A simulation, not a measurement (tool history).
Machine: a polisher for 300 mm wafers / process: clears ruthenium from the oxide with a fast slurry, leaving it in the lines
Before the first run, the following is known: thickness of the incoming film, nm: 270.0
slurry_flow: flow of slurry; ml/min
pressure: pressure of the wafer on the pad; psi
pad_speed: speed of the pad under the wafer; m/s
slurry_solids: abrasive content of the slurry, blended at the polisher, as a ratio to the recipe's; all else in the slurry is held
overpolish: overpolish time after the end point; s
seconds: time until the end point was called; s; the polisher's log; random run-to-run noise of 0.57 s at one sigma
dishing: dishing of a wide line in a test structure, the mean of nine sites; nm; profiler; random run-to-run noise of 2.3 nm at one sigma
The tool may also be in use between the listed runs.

run	hour	slurry_flow	pressure	pad_speed	slurry_solids	overpolish	seconds	dishing
1	0	290	3.1	1.08	1	27	61.824	81.537
2	5.4	290	3.6	1.14	1	27	52.426	94.142
3	10.6	290	4	1.22	1	27	42.899	107.4
4	12.1	290	4	1.22	0.9	27	44.832	105.77
5	20.1	290	4.3	1.28	0.9	28	39.996	117.23
6	26.1	290	4.5	1.32	0.9	28	36.536	121.48

Estimate the outcome of run 7 from the log above:
7	32.5	290	4.6	1.36	0.9	29	?	?

seconds: 35.65 s
dishing: 130.2 nm
